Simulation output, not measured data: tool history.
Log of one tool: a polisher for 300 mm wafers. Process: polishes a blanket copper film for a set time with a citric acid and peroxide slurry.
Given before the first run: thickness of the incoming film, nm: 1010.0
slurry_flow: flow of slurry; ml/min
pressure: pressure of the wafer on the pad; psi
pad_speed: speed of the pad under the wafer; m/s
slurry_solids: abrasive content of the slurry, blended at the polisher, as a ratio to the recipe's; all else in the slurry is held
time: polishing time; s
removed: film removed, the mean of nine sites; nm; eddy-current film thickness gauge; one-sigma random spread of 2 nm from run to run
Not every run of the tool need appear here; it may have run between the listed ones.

run  hour  slurry_flow  pressure  pad_speed  slurry_solids  time  removed
  1   0.0          205       3.7        1.1            1.0   104   329.03
  2   7.1          205       3.1        1.1            1.0   104   278.80
  3  11.6          230       3.1        1.1            1.0   104   277.84
  4  18.5          230       3.1        1.1            0.8   104   272.47
  5  21.0          270       3.1        1.1            0.8   104   278.71
  6  23.6          270       2.7        1.1            0.8   104   245.97
  7  30.5          270       2.4        1.1            0.8   104   216.38

Estimate the outcome of run 8 from the log above:
  8  35.0          270       2.4        1.1            0.8   104        ?

{"run 8": {"removed": 213.55}}

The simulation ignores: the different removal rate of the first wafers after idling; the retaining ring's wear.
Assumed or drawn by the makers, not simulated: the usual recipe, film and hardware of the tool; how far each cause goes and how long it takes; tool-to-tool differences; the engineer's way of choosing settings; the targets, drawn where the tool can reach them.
